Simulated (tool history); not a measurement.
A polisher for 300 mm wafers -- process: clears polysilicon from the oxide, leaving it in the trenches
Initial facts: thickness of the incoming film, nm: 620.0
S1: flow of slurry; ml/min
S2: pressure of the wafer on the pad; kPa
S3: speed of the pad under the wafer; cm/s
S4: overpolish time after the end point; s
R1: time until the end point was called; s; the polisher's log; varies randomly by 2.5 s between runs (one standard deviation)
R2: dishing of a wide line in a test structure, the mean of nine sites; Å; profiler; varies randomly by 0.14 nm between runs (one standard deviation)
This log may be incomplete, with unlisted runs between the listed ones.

run,hour,S1,S2,S3,S4,R1,R2
1,0,175,11.7,80,17,75.33,115.6
2,1.9,175,11,80,17,76.798,111.33
3,4.7,175,11,74,17,80.721,115.76
4,12.3,150,11,74,17,87.039,113.9
5,13.3,150,12.4,74,17,74.376,114.42
6,22.1,150,12.4,74,11,76.531,112.03
7,25.4,150,9,66,14,115.77,115.87
8,32.2,140,9,56,6,126.07,97.986
9,32.9,140,9,56,7,134.06,105.85

For run 10, what comes out?
10,35.1,140,9,56,8,?,?

Run 10 gave R1 130.33 s, R2 107.36 Å.

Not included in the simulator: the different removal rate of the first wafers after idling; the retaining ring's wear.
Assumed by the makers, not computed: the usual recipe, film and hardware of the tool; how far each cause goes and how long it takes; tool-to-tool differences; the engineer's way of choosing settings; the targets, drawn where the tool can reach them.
